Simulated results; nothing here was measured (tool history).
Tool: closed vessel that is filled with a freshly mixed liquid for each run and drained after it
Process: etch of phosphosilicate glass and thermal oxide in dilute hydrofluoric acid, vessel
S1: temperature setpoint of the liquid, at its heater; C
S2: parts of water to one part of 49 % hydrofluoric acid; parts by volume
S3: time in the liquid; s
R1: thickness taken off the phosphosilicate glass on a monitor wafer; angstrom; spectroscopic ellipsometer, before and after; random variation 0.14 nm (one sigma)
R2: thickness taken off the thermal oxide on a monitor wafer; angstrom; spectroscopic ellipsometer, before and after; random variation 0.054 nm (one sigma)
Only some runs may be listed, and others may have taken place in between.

Run 1, hour 0.0: S1 21.0 C, S2 215 parts by volume, S3 60 s. Result: R1 311.84 angstrom, R2 9.8944 angstrom.
Run 2, hour 5.1: S1 21.0 C, S2 145 parts by volume, S3 60 s. Result: R1 496.72 angstrom, R2 16.6270 angstrom.
Run 3, hour 6.7: S1 21.0 C, S2 105 parts by volume, S3 60 s. Result: R1 716.76 angstrom, R2 22.2670 angstrom.
Run 4, hour 9.9: S1 21.0 C, S2 40 parts by volume, S3 60 s. Result: R1 2025.10 angstrom, R2 67.9840 angstrom.
Run 5, hour 13.2: S1 21.0 C, S2 40 parts by volume, S3 60 s. Result: R1 2019.80 angstrom, R2 69.0530 angstrom.
Run 6, hour 22.3: S1 20.0 C, S2 70 parts by volume, S3 60 s. Result: R1 1067.30 angstrom, R2 35.1060 angstrom.
Run 7, hour 28.9: S1 19.0 C, S2 80 parts by volume, S3 60 s. Result: R1 891.57 angstrom, R2 30.1600 angstrom.
Run 8, hour 33.4: S1 18.5 C, S2 90 parts by volume, S3 60 s. Result: R1 769.29 angstrom, R2 23.6780 angstrom.
Run 9, hour 35.4: S1 18.0 C, S2 100 parts by volume, S3 60 s. Result: R1 664.86 angstrom, R2 21.6190 angstrom.
Run 10, hour 41.4: S1 17.5 C, S2 105 parts by volume, S3 60 s. Result: R1 618.64 angstrom, R2 20.7330 angstrom.

Run 11, settings as shown, results not yet in. Your forecast:
Run 11, hour 49.2: S1 17.5 C, S2 110 parts by volume, S3 60 s. Result: R1 ?, R2 ?.

R1: 586.75 angstrom
R2: 19.4320 angstrom

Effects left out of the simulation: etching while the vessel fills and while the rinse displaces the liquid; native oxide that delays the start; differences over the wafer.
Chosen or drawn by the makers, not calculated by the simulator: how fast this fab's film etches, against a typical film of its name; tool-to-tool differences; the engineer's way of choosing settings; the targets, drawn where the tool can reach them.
